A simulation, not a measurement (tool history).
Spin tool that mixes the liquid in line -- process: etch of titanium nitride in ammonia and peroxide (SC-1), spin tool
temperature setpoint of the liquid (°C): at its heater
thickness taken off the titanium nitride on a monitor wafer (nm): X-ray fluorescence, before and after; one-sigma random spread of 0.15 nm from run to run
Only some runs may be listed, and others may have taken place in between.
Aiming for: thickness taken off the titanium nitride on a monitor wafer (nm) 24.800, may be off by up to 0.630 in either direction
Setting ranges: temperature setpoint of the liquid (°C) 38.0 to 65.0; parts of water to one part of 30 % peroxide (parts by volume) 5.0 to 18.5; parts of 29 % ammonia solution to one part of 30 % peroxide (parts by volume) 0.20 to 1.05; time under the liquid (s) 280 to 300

run	day	temperature setpoint of the liquid (°C)	parts of water to one part of 30 % peroxide (parts by volume)	parts of 29 % ammonia solution to one part of 30 % peroxide (parts by volume)	time under the liquid (s)	thickness taken off the titanium nitride on a monitor wafer (nm)
1	0.000	49.0	10.5	0.55	280	15.050
2	0.167	49.0	13.5	0.55	280	13.201
3	0.504	49.0	13.5	0.55	300	14.395
4	0.554	50.0	13.5	0.55	300	15.150
5	0.779	50.0	13.5	0.40	300	14.438
6	0.979	51.5	13.5	0.40	300	15.977
7	1.138	52.5	13.5	0.40	300	17.109
8	1.367	53.5	13.5	0.40	300	18.651
9	1.483	54.0	13.5	0.40	300	18.889
10	1.850	59.0	13.5	0.40	300	26.715
11	2.175	58.5	13.5	0.40	300	26.025
# day 2.333: heated supply line repaired
12	2.333	58.0	13.5	0.40	300	29.961
13	2.367	57.5	13.5	0.40	300	29.214
14	2.746	57.0	13.5	0.40	300	28.130
15	2.883	56.0	13.5	0.40	300	26.249
16	3.000	55.5	13.5	0.40	300	25.857

Which of these 4 next moves meets every target?
A	3.117	58.5	17.5	0.40	295	?
B	3.117	55.0	11.5	0.35	300	?
C	3.117	54.5	14.5	0.50	295	?
D	3.117	55.0	13.5	0.50	290	?

move	thickness taken off the titanium nitride on a monitor wafer (nm)
A	26.565
B	26.237
C	23.484
D	24.823
A: moves away from the targets compared with the last run
B: moves away from the targets compared with the last run
C: the result that was furthest off in the last run now lies on the other side of its target
D: every result lands within tolerance
D meets every target.

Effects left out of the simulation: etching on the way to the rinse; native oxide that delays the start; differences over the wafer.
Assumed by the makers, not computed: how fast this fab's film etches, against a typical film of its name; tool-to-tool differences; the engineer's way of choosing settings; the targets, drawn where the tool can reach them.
